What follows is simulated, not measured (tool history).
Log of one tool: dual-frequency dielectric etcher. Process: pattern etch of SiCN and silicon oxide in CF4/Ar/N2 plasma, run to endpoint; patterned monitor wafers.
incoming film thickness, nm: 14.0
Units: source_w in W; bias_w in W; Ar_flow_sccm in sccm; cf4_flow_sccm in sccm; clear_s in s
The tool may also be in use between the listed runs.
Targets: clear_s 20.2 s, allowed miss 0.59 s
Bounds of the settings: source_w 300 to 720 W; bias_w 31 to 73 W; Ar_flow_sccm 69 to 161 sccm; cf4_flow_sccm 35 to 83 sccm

run	hour	source_w	bias_w	Ar_flow_sccm	cf4_flow_sccm	clear_s
1	0	510	52	115	59	17.529
2	5.7	510	52	115	51	17.914
3	12.9	510	55	115	51	17.835
4	20.1	500	55	115	51	17.842
5	27.8	490	55	115	51	17.978
6	31.4	480	55	115	51	18.217
7	33.9	410	54	116	51	21.207
8	40	420	54	116	51	21.007

Which of these 4 next moves meets every target?
A	46.1	410	49	90	40	?
B	46.1	440	50	86	42	?
C	46.1	360	59	104	49	?
D	46.1	370	66	124	50	?

move	clear_s
A	21.66
B	19.944
C	22.716
D	21.966
A: further off than the last run
B: meets every target
C: further off than the last run
D: further off than the last run
Answer: B
